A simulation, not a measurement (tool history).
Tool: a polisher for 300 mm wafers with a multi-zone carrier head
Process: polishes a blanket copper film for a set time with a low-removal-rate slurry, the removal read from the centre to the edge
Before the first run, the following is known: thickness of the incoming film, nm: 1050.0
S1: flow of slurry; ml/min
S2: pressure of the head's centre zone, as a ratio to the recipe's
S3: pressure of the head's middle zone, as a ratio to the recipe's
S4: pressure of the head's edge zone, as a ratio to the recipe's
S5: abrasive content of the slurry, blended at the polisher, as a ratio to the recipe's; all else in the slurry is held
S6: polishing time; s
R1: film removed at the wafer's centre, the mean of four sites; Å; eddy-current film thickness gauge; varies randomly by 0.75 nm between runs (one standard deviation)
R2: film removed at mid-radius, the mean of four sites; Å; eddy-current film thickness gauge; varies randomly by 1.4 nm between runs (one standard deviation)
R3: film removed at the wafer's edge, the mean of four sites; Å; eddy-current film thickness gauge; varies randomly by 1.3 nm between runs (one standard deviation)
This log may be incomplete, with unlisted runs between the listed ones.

| run | hour | S1 | S2 | S3 | S4 | S5 | S6 | R1 | R2 | R3 |
|---|---|---|---|---|---|---|---|---|---|---|
| 1 | 0.0 | 310 | 1.00 | 1.00 | 1.00 | 1.00 | 84 | 1536.0 | 1406.70 | 1363.50 |
| 2 | 6.3 | 315 | 0.99 | 0.98 | 0.97 | 0.90 | 81 | 1418.5 | 1346.70 | 1269.80 |
| 3 | 8.4 | 310 | 1.00 | 0.95 | 0.96 | 0.80 | 78 | 1343.2 | 1178.30 | 1184.90 |
| 4 | 17.1 | 370 | 1.00 | 0.95 | 0.96 | 0.80 | 78 | 1366.3 | 1228.20 | 1175.50 |
| 5 | 19.7 | 370 | 1.06 | 0.95 | 0.96 | 0.80 | 78 | 1480.1 | 1229.40 | 1207.50 |
|  | 22.5 | centre zone pressure recalibrated |
| 6 | 22.5 | 380 | 1.04 | 0.93 | 0.94 | 0.75 | 77 | 1256.8 | 1214.50 | 1134.60 |
| 7 | 26.1 | 380 | 1.04 | 0.93 | 0.94 | 0.75 | 77 | 1270.7 | 1179.10 | 1148.40 |
| 8 | 26.8 | 370 | 1.06 | 0.93 | 0.93 | 0.70 | 75 | 1242.0 | 1112.10 | 1130.90 |
| 9 | 32.0 | 395 | 1.07 | 0.92 | 0.94 | 0.70 | 72 | 1196.5 | 1073.20 | 1073.10 |
| 10 | 38.7 | 395 | 1.07 | 0.92 | 0.94 | 0.70 | 72 | 1206.7 | 1071.70 | 1070.40 |
| 11 | 45.2 | 415 | 1.09 | 0.91 | 0.93 | 0.70 | 70 | 1206.3 | 1032.10 | 1043.90 |
| 12 | 52.7 | 425 | 1.09 | 0.90 | 0.92 | 0.70 | 69 | 1161.0 | 1019.20 | 1035.80 |
| 13 | 56.5 | 435 | 1.11 | 0.91 | 0.90 | 0.70 | 68 | 1177.5 | 1020.10 | 981.91 |
| 14 | 62.5 | 435 | 1.11 | 0.90 | 0.89 | 0.70 | 68 | 1176.2 | 999.29 | 1021.50 |

Predict the results of run 15:
| 15 | 70.4 | 395 | 1.12 | 0.93 | 0.88 | 0.50 | 66 | ? | ? | ? |

Run 15 yielded R1 1072.2 Å, R2 925.60 Å, R3 898.29 Å.
